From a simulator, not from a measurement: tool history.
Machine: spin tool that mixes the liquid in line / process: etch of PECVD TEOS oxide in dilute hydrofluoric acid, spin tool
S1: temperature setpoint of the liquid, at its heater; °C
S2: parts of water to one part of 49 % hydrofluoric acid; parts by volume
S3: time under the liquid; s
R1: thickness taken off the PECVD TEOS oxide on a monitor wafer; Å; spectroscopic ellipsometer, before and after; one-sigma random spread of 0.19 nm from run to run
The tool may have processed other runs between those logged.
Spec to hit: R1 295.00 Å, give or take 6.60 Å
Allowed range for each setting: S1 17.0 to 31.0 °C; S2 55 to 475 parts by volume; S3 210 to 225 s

run    day    S1   S2   S3      R1
  1  0.000  23.0  265  210  174.19
  2  0.262  23.0  265  210  175.85
  3  0.338  24.0  260  210  185.23
  4  0.383  27.5  260  210  210.23
  5  0.571  27.5  260  225  224.74
  6  0.854  28.0  255  225  235.12
  7  1.196  28.5  250  225  244.23
  8  1.392  31.0  225  225  308.25

Consider the 5 candidate settings below. Which is the only one whose results all fall within their allowed miss of target?
  A  1.588  27.5  200  210   ?
  B  1.588  31.0  215  225   ?
  C  1.588  30.5  230  215   ?
  D  1.588  30.5  210  220   ?
  E  1.588  31.0  235  215   ?

move      R1
   A  290.69
   B  321.28
   C  277.09
   D  318.15
   E  274.12
A: every result lands within tolerance
B: its largest miss is bigger than the last run's
C: takes the result that was furthest off past its target
D: its largest miss is bigger than the last run's
E: takes the result that was furthest off past its target
Correct choice: A, which meets every target
